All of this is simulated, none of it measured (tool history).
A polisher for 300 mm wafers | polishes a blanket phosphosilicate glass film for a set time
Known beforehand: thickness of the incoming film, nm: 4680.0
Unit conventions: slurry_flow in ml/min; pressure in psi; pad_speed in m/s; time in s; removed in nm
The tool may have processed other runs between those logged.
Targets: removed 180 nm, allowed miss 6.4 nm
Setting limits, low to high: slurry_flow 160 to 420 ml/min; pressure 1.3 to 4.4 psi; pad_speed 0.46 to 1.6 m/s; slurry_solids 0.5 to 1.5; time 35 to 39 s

run	hour	slurry_flow	pressure	pad_speed	slurry_solids	time	removed
1	0	270	2.8	1.02	1	39	251.44
2	3.8	270	2.6	1.02	1	39	240.8
3	8.6	270	3.1	1.02	1	39	283.63
4	14.4	270	3.1	1.02	1	39	288.09
5	21.7	270	3.4	1.02	1	39	309.9
6	25.6	270	3.4	1.02	1.1	39	316.13
7	28.5	270	3.4	1.02	1.1	39	322.52
8	34.8	270	3.1	1.02	1.1	39	294.95
9	41.4	270	2.8	1.02	1.1	39	265.5
10	42.9	270	2.6	1.02	1.1	39	247.11
11	50.2	270	2.4	1.02	1.1	39	228.84
# hour 58.9: slurry nozzle cleaned
12	58.9	270	2.3	1.02	1.1	39	227.4
13	65	270	2.2	1.02	1.1	39	219.01
14	66.6	270	2.1	1.02	1.1	39	211.48
15	73.8	270	2	1.02	1.1	39	200.89
16	81.8	270	1.9	1.02	1.1	39	189.97

4 candidate next runs follow, results not yet known. Just one meets every target within its allowed miss. Identify it.
A	89.8	300	2.2	0.88	1.1	38	?
B	89.8	330	2.1	0.88	1.1	37	?
C	89.8	275	2.3	0.76	1.15	35	?
D	89.8	280	2.1	0.9	1.15	39	?

move	removed
A	192.48
B	180.8
C	165.97
D	194.36
A: lands further from the targets than the last run did
B: every result lands within tolerance
C: takes the result that was furthest off past its target
D: lands further from the targets than the last run did
Move B is the one to make.
